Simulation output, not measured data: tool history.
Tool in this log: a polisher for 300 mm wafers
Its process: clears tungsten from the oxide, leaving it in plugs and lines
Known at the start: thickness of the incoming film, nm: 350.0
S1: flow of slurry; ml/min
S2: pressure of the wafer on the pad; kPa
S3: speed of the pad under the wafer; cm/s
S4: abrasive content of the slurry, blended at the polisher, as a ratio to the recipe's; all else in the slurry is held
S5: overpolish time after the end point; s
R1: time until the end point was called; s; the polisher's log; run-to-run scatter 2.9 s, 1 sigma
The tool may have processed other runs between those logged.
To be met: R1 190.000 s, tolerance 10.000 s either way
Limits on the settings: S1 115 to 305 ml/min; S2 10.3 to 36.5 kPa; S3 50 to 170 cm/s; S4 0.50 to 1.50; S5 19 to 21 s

run,hour,S1,S2,S3,S4,S5,R1
1,0.0,195,23.4,110,1.00,19,74.065
2,6.7,195,23.4,110,1.00,19,74.476
3,12.8,195,23.4,110,1.10,19,71.212
4,15.7,195,20.0,98,1.10,19,92.537
5,22.5,195,20.0,98,1.10,19,92.367
6,31.4,195,20.0,98,1.10,19,91.690
7,34.9,195,17.2,88,1.10,19,114.720
8,38.6,195,15.2,82,1.10,19,132.830
9,45.3,195,13.8,78,1.10,19,149.210
10,49.4,195,13.1,76,1.10,19,160.360
11,52.6,195,12.4,76,1.10,19,161.000
12,54.0,195,11.7,74,1.10,19,168.150

5 next moves are on the table. One of them brings every result within its allowed miss. Which?
A,55.4,115,10.3,74,1.35,21,?
B,55.4,190,10.3,60,1.30,21,?
C,55.4,215,11.7,90,1.00,19,?
D,55.4,225,13.1,66,1.10,19,?
E,55.4,210,13.8,80,0.95,19,?

move,R1
A,186.630
B,208.260
C,146.840
D,167.900
E,145.420
A: all results in spec
B: the result that was furthest off in the last run now lies on the other side of its target
C: the biggest miss grows against the last run
D: roughly where the last run was
E: the biggest miss grows against the last run
Go with A: it meets all targets.
